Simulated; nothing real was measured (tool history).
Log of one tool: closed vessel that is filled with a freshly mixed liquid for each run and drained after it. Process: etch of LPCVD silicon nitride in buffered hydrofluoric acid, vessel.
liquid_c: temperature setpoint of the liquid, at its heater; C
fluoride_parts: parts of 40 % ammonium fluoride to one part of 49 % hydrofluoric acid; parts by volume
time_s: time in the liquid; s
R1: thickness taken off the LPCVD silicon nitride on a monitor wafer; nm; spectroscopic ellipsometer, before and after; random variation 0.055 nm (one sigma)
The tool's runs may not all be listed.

{"run": 1, "hour": 0.0, "liquid_c": 21, "fluoride_parts": 9.5, "time_s": 820, "R1": 9.0886}
{"run": 2, "hour": 5.8, "liquid_c": 22.5, "fluoride_parts": 9.5, "time_s": 820, "R1": 9.9967}
{"run": 3, "hour": 6.6, "liquid_c": 23.5, "fluoride_parts": 9.5, "time_s": 820, "R1": 10.541}
{"run": 4, "hour": 14.2, "liquid_c": 24, "fluoride_parts": 9.5, "time_s": 820, "R1": 10.908}
{"run": 5, "hour": 17.4, "liquid_c": 24.5, "fluoride_parts": 9.5, "time_s": 820, "R1": 11.172}
{"run": 6, "hour": 24.1, "liquid_c": 24.5, "fluoride_parts": 12.5, "time_s": 820, "R1": 8.738}

Run 7 comes next. What will it give?
{"run": 7, "hour": 31.8, "liquid_c": 26, "fluoride_parts": 12.5, "time_s": 820, "R1": "?"}

R1: 9.3738 nm

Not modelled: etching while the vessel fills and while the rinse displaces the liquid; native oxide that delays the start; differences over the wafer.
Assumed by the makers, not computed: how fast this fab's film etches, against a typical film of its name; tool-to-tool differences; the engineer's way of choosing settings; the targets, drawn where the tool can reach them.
